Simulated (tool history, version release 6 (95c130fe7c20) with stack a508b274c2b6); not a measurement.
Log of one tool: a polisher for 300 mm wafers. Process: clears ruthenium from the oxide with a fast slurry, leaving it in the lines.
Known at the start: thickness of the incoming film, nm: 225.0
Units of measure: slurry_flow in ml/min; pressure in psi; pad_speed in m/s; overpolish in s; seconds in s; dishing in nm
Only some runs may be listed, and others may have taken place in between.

run,hour,slurry_flow,pressure,pad_speed,slurry_solids,overpolish,seconds,dishing
1,0,315,1.8,0.84,1,25,130.16,34.277
2,5.5,315,1.7,0.78,1,22,145.31,27.977
3,7,315,1.6,0.74,1,20,162.06,22.665
4,13,340,1.5,0.72,1.05,18,166.49,20.323
5,19.3,340,1.5,0.72,1.05,10,171.88,11.714
6,22.7,340,1.5,0.54,1.05,10,220.13,8.937
7,25.8,345,1.5,0.54,1.05,10,226.53,8.7956

What does the tool deliver on the next run?
8,31.2,350,1.6,0.54,1.05,10,?,?

Run 8 measured seconds 216.19 s, dishing 9.4859 nm.

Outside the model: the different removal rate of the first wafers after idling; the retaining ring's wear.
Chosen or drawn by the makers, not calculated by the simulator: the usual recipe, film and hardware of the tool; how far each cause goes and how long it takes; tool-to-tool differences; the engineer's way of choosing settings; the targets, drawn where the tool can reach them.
